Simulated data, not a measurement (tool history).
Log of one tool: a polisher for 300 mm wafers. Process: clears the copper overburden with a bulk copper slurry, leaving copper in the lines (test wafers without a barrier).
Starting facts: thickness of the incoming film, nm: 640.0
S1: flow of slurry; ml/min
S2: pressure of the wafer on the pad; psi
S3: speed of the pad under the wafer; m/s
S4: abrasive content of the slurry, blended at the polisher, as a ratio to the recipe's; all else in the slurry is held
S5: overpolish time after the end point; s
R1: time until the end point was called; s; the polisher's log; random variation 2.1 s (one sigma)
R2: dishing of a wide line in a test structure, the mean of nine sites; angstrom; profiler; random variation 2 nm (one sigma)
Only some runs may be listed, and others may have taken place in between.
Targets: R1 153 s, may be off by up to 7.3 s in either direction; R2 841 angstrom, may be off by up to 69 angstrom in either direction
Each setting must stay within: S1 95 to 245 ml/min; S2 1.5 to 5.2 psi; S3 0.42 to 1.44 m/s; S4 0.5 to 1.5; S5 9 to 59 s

run	hour	S1	S2	S3	S4	S5	R1	R2
1	0	155	3.3	0.92	1	30	64.423	1110.9
2	5.9	155	2.9	0.86	1	32	73.974	970.2
3	8.2	185	2.9	0.86	1	32	74.055	1066.1
4	9.4	190	2.6	0.78	1	35	88.903	993.4
5	13	190	2.6	0.78	1.1	35	87.279	1016
6	20.7	215	2.6	0.78	1.1	35	84.281	967.28
7	25.9	210	2.4	0.74	1.1	36	95.978	959.89
8	30.5	210	2.2	0.72	1.1	37	105.9	906.44
9	32.3	210	2.1	0.7	1.1	39	112.72	904.11
10	34.9	210	2	0.68	1.1	40	120.07	889.95
11	43.8	200	1.5	0.6	1.1	45	170.4	720.49
12	51.1	205	1.5	0.6	1.1	47	169.61	737.53
13	52.7	210	1.6	0.6	1.1	49	158.96	808.79

Exercise: of the 4 proposed moves below, exactly one satisfies all targets within the stated allowed misses. Which move is it?
A	54.3	175	1.6	0.56	1.2	59	?	?
B	54.3	210	1.7	0.44	1.15	42	?	?
C	54.3	175	1.6	0.66	1.15	55	?	?
D	54.3	210	1.5	0.6	1.05	42	?	?

move	R1	R2
A	167.13	869.45
B	179.4	748.26
C	151.96	876.08
D	171.05	746.45
A: moves away from the targets compared with the last run
B: moves away from the targets compared with the last run
C: meets every target
D: moves away from the targets compared with the last run
The move that meets every target is C.
